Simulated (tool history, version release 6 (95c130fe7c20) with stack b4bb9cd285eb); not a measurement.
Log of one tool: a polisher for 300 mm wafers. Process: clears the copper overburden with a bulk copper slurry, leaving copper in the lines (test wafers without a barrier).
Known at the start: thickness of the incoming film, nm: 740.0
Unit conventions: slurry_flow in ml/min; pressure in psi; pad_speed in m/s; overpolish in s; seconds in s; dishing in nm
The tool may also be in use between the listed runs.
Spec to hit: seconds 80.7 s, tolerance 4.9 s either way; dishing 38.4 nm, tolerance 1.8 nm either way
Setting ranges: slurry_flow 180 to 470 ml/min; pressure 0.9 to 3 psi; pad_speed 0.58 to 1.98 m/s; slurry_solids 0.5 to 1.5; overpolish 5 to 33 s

run 1 hour=0 | slurry_flow=300 pressure=1.9 pad_speed=1.28 slurry_solids=1 overpolish=17 | seconds=75.805 dishing=76.49
run 2 hour=7.8 | slurry_flow=300 pressure=1.8 pad_speed=1.34 slurry_solids=1 overpolish=16 | seconds=74.598 dishing=76.08
run 3 hour=14.3 | slurry_flow=320 pressure=1.8 pad_speed=1.3 slurry_solids=1.05 overpolish=15 | seconds=77.943 dishing=70.394
run 4 hour=22.1 | slurry_flow=340 pressure=1.7 pad_speed=1.32 slurry_solids=1.1 overpolish=14 | seconds=78.744 dishing=67.684
run 5 hour=30 | slurry_flow=340 pressure=1.6 pad_speed=1.34 slurry_solids=1.15 overpolish=13 | seconds=79.132 dishing=62.472
run 6 hour=31 | slurry_flow=340 pressure=1.6 pad_speed=1.34 slurry_solids=1.15 overpolish=19 | seconds=79.454 dishing=78.89
run 7 hour=36.8 | slurry_flow=320 pressure=1.5 pad_speed=1.36 slurry_solids=1.2 overpolish=17 | seconds=80.756 dishing=74.759
run 8 hour=44.2 | slurry_flow=340 pressure=1.6 pad_speed=1.36 slurry_solids=1.1 overpolish=16 | seconds=75.77 dishing=73.09
run 9 hour=50.5 | slurry_flow=355 pressure=1.5 pad_speed=1.36 slurry_solids=1.05 overpolish=15 | seconds=82.86 dishing=67.119
run 10 hour=55.9 | slurry_flow=370 pressure=1.5 pad_speed=1.34 slurry_solids=1.1 overpolish=14 | seconds=80.192 dishing=62.999
run 11 hour=61.6 | slurry_flow=380 pressure=1.5 pad_speed=1.32 slurry_solids=1.1 overpolish=13 | seconds=83.977 dishing=60.027
run 12 hour=67.6 | slurry_flow=390 pressure=1.4 pad_speed=1.34 slurry_solids=1.15 overpolish=12 | seconds=83.746 dishing=57.023
run 13 hour=68.9 | slurry_flow=400 pressure=1.3 pad_speed=1.36 slurry_solids=1.2 overpolish=11 | seconds=82.65 dishing=52.354
run 14 hour=71.1 | slurry_flow=405 pressure=1.3 pad_speed=1.36 slurry_solids=1.2 overpolish=10 | seconds=84.266 dishing=48.46
run 15 hour=74.8 | slurry_flow=410 pressure=1.3 pad_speed=1.36 slurry_solids=1.2 overpolish=9 | seconds=82.482 dishing=44.773
run 16 hour=79.9 | slurry_flow=415 pressure=1.3 pad_speed=1.36 slurry_solids=1.2 overpolish=9 | seconds=85.196 dishing=45.764
run 17 hour=86.7 | slurry_flow=420 pressure=1.3 pad_speed=1.36 slurry_solids=1.2 overpolish=9 | seconds=82.787 dishing=46.192
run 18 hour=90.8 | slurry_flow=470 pressure=0.9 pad_speed=1.58 slurry_solids=1.2 overpolish=5 | seconds=85.204 dishing=26.984
run 19 hour=96.1 | slurry_flow=465 pressure=0.9 pad_speed=1.56 slurry_solids=1.2 overpolish=5 | seconds=85.252 dishing=26.589
run 20 hour=102.5 | slurry_flow=465 pressure=0.9 pad_speed=1.54 slurry_solids=1.2 overpolish=5 | seconds=89.166 dishing=27.403
run 21 hour=105.9 | slurry_flow=465 pressure=1.3 pad_speed=1.44 slurry_solids=1.2 overpolish=13 | seconds=79.326 dishing=61.271
run 22 hour=110.5 | slurry_flow=445 pressure=1.3 pad_speed=1.46 slurry_solids=1.2 overpolish=13 | seconds=78.147 dishing=62.039
run 23 hour=115.3 | slurry_flow=420 pressure=1.3 pad_speed=1.48 slurry_solids=1.2 overpolish=13 | seconds=76.763 dishing=62.396
run 24 hour=122.5 | slurry_flow=420 pressure=1.3 pad_speed=1.48 slurry_solids=1.2 overpolish=13 | seconds=76.894 dishing=64.43
run 25 hour=131.5 | slurry_flow=410 pressure=1.3 pad_speed=1.5 slurry_solids=1.15 overpolish=13 | seconds=78.933 dishing=60.763

Consider the 4 candidate settings below. Which is the only one whose results all fall within their allowed miss of target?
run A hour=140.5 | slurry_flow=380 pressure=1 pad_speed=1.52 slurry_solids=0.8 overpolish=10 | seconds=? dishing=?
run B hour=140.5 | slurry_flow=400 pressure=1.5 pad_speed=1.38 slurry_solids=1 overpolish=7 | seconds=? dishing=?
run C hour=140.5 | slurry_flow=425 pressure=1 pad_speed=1.4 slurry_solids=1.3 overpolish=8 | seconds=? dishing=?
run D hour=140.5 | slurry_flow=350 pressure=1.2 pad_speed=1.76 slurry_solids=1.05 overpolish=6 | seconds=? dishing=?

move=A seconds=90.077 dishing=44.298
move=B seconds=77.61 dishing=38.416
move=C seconds=88.502 dishing=37.811
move=D seconds=68.629 dishing=37.1
A: better than the last run, though not everything is in spec
B: every result within its allowed miss
C: the worst result of the last run now meets its target, but another is out of spec
D: the worst result of the last run now meets its target, but another is out of spec
Go with B: it meets all targets.
